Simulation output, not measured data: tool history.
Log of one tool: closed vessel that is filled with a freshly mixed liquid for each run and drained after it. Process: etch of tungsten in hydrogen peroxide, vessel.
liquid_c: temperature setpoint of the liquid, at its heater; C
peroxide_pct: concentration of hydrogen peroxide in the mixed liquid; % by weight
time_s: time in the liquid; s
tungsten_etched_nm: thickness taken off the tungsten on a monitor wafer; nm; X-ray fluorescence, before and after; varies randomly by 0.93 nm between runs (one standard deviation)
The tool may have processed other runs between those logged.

run	hour	liquid_c	peroxide_pct	time_s	tungsten_etched_nm
1	0.0	49.0	23	100	240.01
2	8.6	47.0	23	100	211.28
3	17.2	44.0	23	100	174.23
4	25.9	44.0	23	100	175.13
5	32.3	46.5	23	100	203.38
6	36.1	46.5	19	100	186.97
7	39.5	45.5	19	100	175.97

What will run 8 give?
8	41.8	45.0	19	100	?

{"run 8": {"tungsten_etched_nm": 168.44}}

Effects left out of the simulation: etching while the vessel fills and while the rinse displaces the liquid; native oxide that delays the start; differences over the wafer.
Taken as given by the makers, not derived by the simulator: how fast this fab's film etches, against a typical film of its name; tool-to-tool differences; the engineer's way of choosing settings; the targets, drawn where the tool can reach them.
